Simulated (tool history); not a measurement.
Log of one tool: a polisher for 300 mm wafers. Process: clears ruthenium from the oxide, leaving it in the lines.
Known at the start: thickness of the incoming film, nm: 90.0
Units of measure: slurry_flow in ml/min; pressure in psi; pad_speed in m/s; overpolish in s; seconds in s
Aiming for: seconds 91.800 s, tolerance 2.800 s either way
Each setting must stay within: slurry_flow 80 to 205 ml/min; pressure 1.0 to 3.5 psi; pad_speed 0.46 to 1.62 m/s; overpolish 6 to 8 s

run	hour	slurry_flow	pressure	pad_speed	overpolish	seconds
1	0.0	135	2.2	1.04	8	65.939
2	4.2	130	2.1	1.04	8	69.166
3	10.7	130	2.0	1.04	8	70.612
4	11.6	130	2.0	1.04	6	70.261
5	13.3	130	2.0	1.04	6	70.007
6	21.6	130	1.9	1.04	6	72.589
7	29.0	130	1.8	1.04	6	76.349
8	35.6	130	1.7	1.04	6	79.878
9	37.4	130	1.6	1.04	6	82.774
10	40.0	125	1.5	1.04	6	86.158

Below are 4 possible settings for the next run. Only one of them brings all results inside the allowed miss of their targets. Which is it?
A	42.6	135	1.5	0.92	6	?
B	42.6	150	1.5	0.88	6	?
C	42.6	85	1.7	0.98	6	?
D	42.6	110	1.1	1.14	6	?

move	seconds
A	95.736
B	98.008
C	92.184
D	96.786
A: takes the result that was furthest off past its target
B: takes the result that was furthest off past its target
C: all results in spec
D: takes the result that was furthest off past its target
C meets every target.
